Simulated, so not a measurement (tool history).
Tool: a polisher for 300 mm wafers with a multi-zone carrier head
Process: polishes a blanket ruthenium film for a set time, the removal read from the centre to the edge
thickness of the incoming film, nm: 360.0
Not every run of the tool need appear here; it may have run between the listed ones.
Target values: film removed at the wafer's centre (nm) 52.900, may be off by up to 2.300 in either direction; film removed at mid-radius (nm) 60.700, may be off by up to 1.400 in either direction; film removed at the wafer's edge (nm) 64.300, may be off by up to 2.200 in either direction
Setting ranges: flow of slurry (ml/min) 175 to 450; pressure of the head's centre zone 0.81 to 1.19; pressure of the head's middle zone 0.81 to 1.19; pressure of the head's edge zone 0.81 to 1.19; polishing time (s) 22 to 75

| run | day | flow of slurry (ml/min) | pressure of the head's centre zone | pressure of the head's middle zone | pressure of the head's edge zone | polishing time (s) | film removed at the wafer's centre (nm) | film removed at mid-radius (nm) | film removed at the wafer's edge (nm) |
|---|---|---|---|---|---|---|---|---|---|
| 1 | 0.000 | 290 | 1.00 | 1.00 | 1.00 | 48 | 64.087 | 72.575 | 74.082 |
| 2 | 0.304 | 290 | 1.00 | 1.07 | 1.00 | 48 | 66.270 | 78.025 | 74.384 |
| 3 | 0.371 | 290 | 1.00 | 1.07 | 1.00 | 54 | 72.474 | 86.423 | 82.958 |
| 4 | 0.638 | 290 | 0.95 | 1.07 | 1.00 | 54 | 69.985 | 86.037 | 83.469 |
| 5 | 0.754 | 290 | 0.95 | 1.07 | 1.00 | 66 | 84.929 | 106.370 | 101.070 |
| 6 | 1.029 | 285 | 0.94 | 1.04 | 0.97 | 62 | 77.621 | 97.188 | 93.734 |
| 7 | 1.212 | 280 | 0.94 | 1.01 | 0.95 | 59 | 74.079 | 89.409 | 88.630 |
| 8 | 1.450 | 280 | 0.93 | 0.99 | 0.94 | 56 | 70.021 | 84.062 | 82.691 |
| 9 | 1.567 | 275 | 0.92 | 0.96 | 0.93 | 54 | 66.618 | 79.641 | 79.624 |
| 10 | 1.638 | 270 | 0.91 | 0.94 | 0.92 | 52 | 65.252 | 74.986 | 76.999 |
|  | 1.967 | centre zone pressure recalibrated |
| 11 | 1.967 | 270 | 0.90 | 0.93 | 0.91 | 50 | 67.940 | 71.629 | 72.961 |
| 12 | 2.067 | 255 | 0.90 | 0.95 | 0.95 | 48 | 65.570 | 68.731 | 72.512 |
| 13 | 2.412 | 220 | 0.81 | 0.93 | 0.92 | 42 | 50.071 | 57.789 | 60.327 |
| 14 | 2.467 | 230 | 0.81 | 0.93 | 0.93 | 42 | 50.997 | 58.132 | 61.079 |
| 15 | 2.825 | 240 | 0.81 | 0.93 | 0.94 | 42 | 49.746 | 58.236 | 62.826 |
| 16 | 3.092 | 245 | 0.82 | 0.93 | 0.94 | 42 | 50.068 | 58.620 | 61.555 |

Which of these 4 next moves meets every target?
| A | 3.358 | 210 | 0.89 | 0.87 | 0.92 | 42 | ? | ? | ? |
| B | 3.358 | 290 | 0.86 | 0.98 | 1.07 | 41 | ? | ? | ? |
| C | 3.358 | 205 | 0.84 | 0.98 | 1.03 | 40 | ? | ? | ? |
| D | 3.358 | 200 | 0.84 | 0.90 | 0.98 | 44 | ? | ? | ? |

| move | film removed at the wafer's centre (nm) | film removed at mid-radius (nm) | film removed at the wafer's edge (nm) |
|---|---|---|---|
| A | 54.403 | 53.944 | 59.977 |
| B | 53.890 | 60.747 | 64.948 |
| C | 48.697 | 56.513 | 59.998 |
| D | 53.284 | 57.653 | 64.302 |
A: misses by more than the last run did
B: hits every target within its allowed miss
C: misses by more than the last run did
D: misses by more than the last run did
Move B is the one to make.
